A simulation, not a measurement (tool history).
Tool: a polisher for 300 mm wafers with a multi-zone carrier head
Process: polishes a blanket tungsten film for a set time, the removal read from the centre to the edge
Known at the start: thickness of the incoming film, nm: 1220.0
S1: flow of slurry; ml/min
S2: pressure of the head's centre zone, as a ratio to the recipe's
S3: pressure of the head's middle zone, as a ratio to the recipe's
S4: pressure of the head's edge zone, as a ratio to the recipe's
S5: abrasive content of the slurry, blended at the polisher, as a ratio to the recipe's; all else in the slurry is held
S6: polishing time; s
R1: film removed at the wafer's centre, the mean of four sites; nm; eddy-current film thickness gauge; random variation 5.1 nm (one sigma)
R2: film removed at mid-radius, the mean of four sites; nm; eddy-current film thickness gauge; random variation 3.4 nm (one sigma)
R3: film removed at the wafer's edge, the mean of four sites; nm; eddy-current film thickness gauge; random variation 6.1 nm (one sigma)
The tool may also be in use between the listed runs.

run  hour   S1    S2    S3    S4    S5  S6      R1      R2      R3
  1     0  180     1     1     1     1  66  332.69  337.08  333.23
  2     8  180     1  0.94     1     1  66   330.5  323.07  330.64
  3    15  180     1  0.94     1     1  54  266.39  263.39  270.38
  4  17.5  180     1  0.94     1     1  40  201.66  193.66   199.2
  5  18.4  180     1  0.94  0.94     1  40  196.23  193.07  190.64
  6  24.3  140     1  0.94  0.94     1  40  184.21  183.23  186.02
  7  26.3  190  0.91  1.04  1.04  1.25  58  275.02  324.69  306.28

Run 8 comes next. What will it give?
  8  30.2  210  0.91  1.08  1.08  1.35  61   ?   ?   ?

{"run 8": {"R1": 309.86, "R2": 372.24, "R3": 343.2}}

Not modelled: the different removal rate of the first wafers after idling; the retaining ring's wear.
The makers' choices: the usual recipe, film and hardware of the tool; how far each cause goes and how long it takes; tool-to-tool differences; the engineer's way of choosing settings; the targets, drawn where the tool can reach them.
